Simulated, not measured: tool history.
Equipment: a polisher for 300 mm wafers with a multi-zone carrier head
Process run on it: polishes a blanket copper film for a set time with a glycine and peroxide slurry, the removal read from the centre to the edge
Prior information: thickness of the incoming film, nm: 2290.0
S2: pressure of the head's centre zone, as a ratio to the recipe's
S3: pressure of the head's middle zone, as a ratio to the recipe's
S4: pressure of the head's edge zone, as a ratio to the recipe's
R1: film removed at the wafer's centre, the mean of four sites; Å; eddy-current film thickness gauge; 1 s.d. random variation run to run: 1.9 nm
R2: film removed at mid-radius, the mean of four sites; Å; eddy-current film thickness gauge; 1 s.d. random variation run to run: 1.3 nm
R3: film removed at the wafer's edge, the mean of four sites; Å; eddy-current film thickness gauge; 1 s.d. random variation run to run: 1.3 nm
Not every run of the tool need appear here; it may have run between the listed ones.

run 1 hour=0.0 | flow_of_slurry_(ml/min)=240 S2=1.00 S3=1.00 S4=1.00 polishing_time_(s)=82 | R1=2527.6 R2=2525.9 R3=2509.1
run 2 hour=6.0 | flow_of_slurry_(ml/min)=235 S2=1.00 S3=0.98 S4=0.98 polishing_time_(s)=80 | R1=2489.4 R2=2417.2 R3=2414.5
run 3 hour=11.4 | flow_of_slurry_(ml/min)=230 S2=0.99 S3=0.96 S4=0.96 polishing_time_(s)=78 | R1=2349.8 R2=2293.8 R3=2318.5
run 4 hour=15.2 | flow_of_slurry_(ml/min)=225 S2=0.99 S3=0.95 S4=0.94 polishing_time_(s)=77 | R1=2344.5 R2=2271.4 R3=2287.4
run 5 hour=20.3 | flow_of_slurry_(ml/min)=225 S2=0.99 S3=0.95 S4=1.00 polishing_time_(s)=77 | R1=2315.6 R2=2259.8 R3=2361.8
run 6 hour=26.3 | flow_of_slurry_(ml/min)=200 S2=0.99 S3=0.95 S4=1.00 polishing_time_(s)=77 | R1=2316.9 R2=2224.9 R3=2335.4
run 7 hour=28.9 | flow_of_slurry_(ml/min)=195 S2=0.99 S3=0.94 S4=0.98 polishing_time_(s)=76 | R1=2261.8 R2=2129.3 R3=2251.3
run 8 hour=37.8 | flow_of_slurry_(ml/min)=190 S2=0.99 S3=0.93 S4=0.96 polishing_time_(s)=75 | R1=2226.5 R2=2091.9 R3=2207.4
run 9 hour=42.0 | flow_of_slurry_(ml/min)=185 S2=0.99 S3=0.92 S4=0.94 polishing_time_(s)=74 | R1=2204.3 R2=2037.8 R3=2142.3
run 10 hour=50.9 | flow_of_slurry_(ml/min)=180 S2=0.99 S3=0.91 S4=0.92 polishing_time_(s)=74 | R1=2151.4 R2=2040.5 R3=2127.0

Run 11 has not been measured yet. What should we expect?
run 11 hour=59.2 | flow_of_slurry_(ml/min)=175 S2=1.00 S3=0.90 S4=0.91 polishing_time_(s)=73 | R1=? R2=? R3=?

R1: 2129.2 Å
R2: 1979.0 Å
R3: 2090.7 Å

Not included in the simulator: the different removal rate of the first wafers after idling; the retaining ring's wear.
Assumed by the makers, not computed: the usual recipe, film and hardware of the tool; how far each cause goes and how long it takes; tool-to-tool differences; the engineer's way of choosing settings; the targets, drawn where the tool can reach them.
